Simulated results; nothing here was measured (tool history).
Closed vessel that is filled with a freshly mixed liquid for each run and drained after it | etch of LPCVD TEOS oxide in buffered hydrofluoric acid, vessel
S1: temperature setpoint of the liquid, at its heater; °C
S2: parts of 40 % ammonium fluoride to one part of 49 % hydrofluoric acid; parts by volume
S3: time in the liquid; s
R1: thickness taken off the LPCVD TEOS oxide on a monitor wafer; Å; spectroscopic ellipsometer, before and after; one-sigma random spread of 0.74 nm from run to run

Run 1, hour 0.0: S1 23.0 °C, S2 21.0 parts by volume, S3 85 s. Result: R1 1113.00 Å.
Run 2, hour 7.8: S1 23.5 °C, S2 21.0 parts by volume, S3 85 s. Result: R1 1150.50 Å.
Run 3, hour 10.6: S1 23.5 °C, S2 21.0 parts by volume, S3 90 s. Result: R1 1213.80 Å.
Run 4, hour 13.4: S1 23.5 °C, S2 24.0 parts by volume, S3 90 s. Result: R1 1108.70 Å.
Run 5, hour 15.3: S1 23.5 °C, S2 24.0 parts by volume, S3 85 s. Result: R1 1046.00 Å.
Run 6, hour 18.5: S1 20.0 °C, S2 24.0 parts by volume, S3 85 s. Result: R1 862.95 Å.
Run 7, hour 22.8: S1 21.0 °C, S2 24.0 parts by volume, S3 85 s. Result: R1 911.54 Å.
Run 8, hour 29.5: S1 22.0 °C, S2 24.0 parts by volume, S3 85 s. Result: R1 965.40 Å.
Run 9, hour 37.4: S1 23.0 °C, S2 24.0 parts by volume, S3 85 s. Result: R1 1024.50 Å.
Run 10, hour 43.3: S1 24.0 °C, S2 24.0 parts by volume, S3 85 s. Result: R1 1076.50 Å.
Run 11, hour 48.2: S1 25.0 °C, S2 24.0 parts by volume, S3 85 s. Result: R1 1149.50 Å.
Run 12, hour 52.1: S1 25.5 °C, S2 24.0 parts by volume, S3 85 s. Result: R1 1164.10 Å.

Run 13 is up next; what results do you expect?
Run 13, hour 54.3: S1 29.5 °C, S2 22.5 parts by volume, S3 85 s. Result: R1 ?.

R1: 1503.40 Å
